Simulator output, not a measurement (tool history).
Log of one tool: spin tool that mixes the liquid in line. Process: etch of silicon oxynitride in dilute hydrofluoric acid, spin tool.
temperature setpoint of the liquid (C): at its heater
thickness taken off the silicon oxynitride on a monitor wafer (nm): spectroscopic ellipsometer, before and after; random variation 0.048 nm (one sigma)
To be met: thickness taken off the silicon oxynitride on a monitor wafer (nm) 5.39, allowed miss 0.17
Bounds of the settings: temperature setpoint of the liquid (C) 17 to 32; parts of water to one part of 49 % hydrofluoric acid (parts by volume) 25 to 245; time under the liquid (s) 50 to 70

| run | day | temperature setpoint of the liquid (C) | parts of water to one part of 49 % hydrofluoric acid (parts by volume) | time under the liquid (s) | thickness taken off the silicon oxynitride on a monitor wafer (nm) |
|---|---|---|---|---|---|
| 1 | 0 | 24 | 135 | 70 | 1.7303 |
| 2 | 0.042 | 21 | 135 | 70 | 1.4959 |
| 3 | 0.079 | 19.5 | 135 | 70 | 1.3953 |
| 4 | 0.225 | 19.5 | 135 | 70 | 1.4054 |
| 5 | 0.6 | 21.5 | 120 | 70 | 1.7447 |
| 6 | 0.758 | 21.5 | 140 | 70 | 1.4871 |
| 7 | 1.004 | 23 | 125 | 70 | 1.7862 |
| 8 | 1.275 | 24.5 | 110 | 70 | 2.2354 |
| 9 | 1.533 | 25.5 | 100 | 70 | 2.5875 |

Which of these 5 next moves meets every target?
| A | 1.792 | 25 | 160 | 50 | ? |
| B | 1.792 | 25.5 | 50 | 70 | ? |
| C | 1.792 | 29.5 | 50 | 70 | ? |
| D | 1.792 | 27.5 | 65 | 70 | ? |
| E | 1.792 | 27 | 70 | 70 | ? |

| move | thickness taken off the silicon oxynitride on a monitor wafer (nm) |
|---|---|
| A | 1.0543 |
| B | 5.3143 |
| C | 6.4259 |
| D | 4.4348 |
| E | 4.0033 |
A: further off than the last run
B: meets every target
C: takes the result that was furthest off past its target
D: nearer than the last run, and not there yet
E: nearer than the last run, and not there yet
The right move is B.
